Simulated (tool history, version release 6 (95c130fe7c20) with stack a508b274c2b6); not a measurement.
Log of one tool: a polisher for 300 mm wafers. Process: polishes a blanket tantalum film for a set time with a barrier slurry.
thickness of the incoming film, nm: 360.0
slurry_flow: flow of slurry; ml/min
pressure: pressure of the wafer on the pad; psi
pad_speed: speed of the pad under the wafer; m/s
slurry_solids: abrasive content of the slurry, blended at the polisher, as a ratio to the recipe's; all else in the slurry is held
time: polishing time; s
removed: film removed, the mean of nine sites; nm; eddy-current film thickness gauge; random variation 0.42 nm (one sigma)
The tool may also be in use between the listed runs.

Run 1, hour 0.0: slurry_flow 275 ml/min, pressure 1.5 psi, pad_speed 0.98 m/s, slurry_solids 1.0, time 89 s. Result: removed 112.420 nm.
Run 2, hour 8.3: slurry_flow 270 ml/min, pressure 1.3 psi, pad_speed 0.98 m/s, slurry_solids 1.0, time 89 s. Result: removed 97.697 nm.
Run 3, hour 14.9: slurry_flow 270 ml/min, pressure 1.6 psi, pad_speed 0.98 m/s, slurry_solids 1.0, time 89 s. Result: removed 118.710 nm.
Run 4, hour 18.4: slurry_flow 260 ml/min, pressure 1.3 psi, pad_speed 0.98 m/s, slurry_solids 1.0, time 89 s. Result: removed 96.983 nm.
Run 5, hour 19.0: slurry_flow 245 ml/min, pressure 1.1 psi, pad_speed 0.98 m/s, slurry_solids 1.0, time 89 s. Result: removed 82.855 nm.
Run 6, hour 22.9: slurry_flow 245 ml/min, pressure 1.1 psi, pad_speed 1.18 m/s, slurry_solids 1.0, time 89 s. Result: removed 100.990 nm.
Run 7, hour 30.3: slurry_flow 230 ml/min, pressure 1.0 psi, pad_speed 1.16 m/s, slurry_solids 1.0, time 89 s. Result: removed 88.553 nm.
Run 8, hour 37.0: slurry_flow 210 ml/min, pressure 0.9 psi, pad_speed 1.16 m/s, slurry_solids 1.0, time 89 s. Result: removed 79.737 nm.
Run 9, hour 44.8: slurry_flow 195 ml/min, pressure 0.9 psi, pad_speed 1.16 m/s, slurry_solids 1.0, time 89 s. Result: removed 79.051 nm.
Run 10, hour 50.6: slurry_flow 185 ml/min, pressure 0.9 psi, pad_speed 1.16 m/s, slurry_solids 1.0, time 89 s. Result: removed 77.963 nm.

The next listed run, before its measurement:
Run 11, hour 53.3: slurry_flow 180 ml/min, pressure 0.9 psi, pad_speed 1.16 m/s, slurry_solids 1.0, time 89 s. Result: removed ?.

removed: 77.219 nm

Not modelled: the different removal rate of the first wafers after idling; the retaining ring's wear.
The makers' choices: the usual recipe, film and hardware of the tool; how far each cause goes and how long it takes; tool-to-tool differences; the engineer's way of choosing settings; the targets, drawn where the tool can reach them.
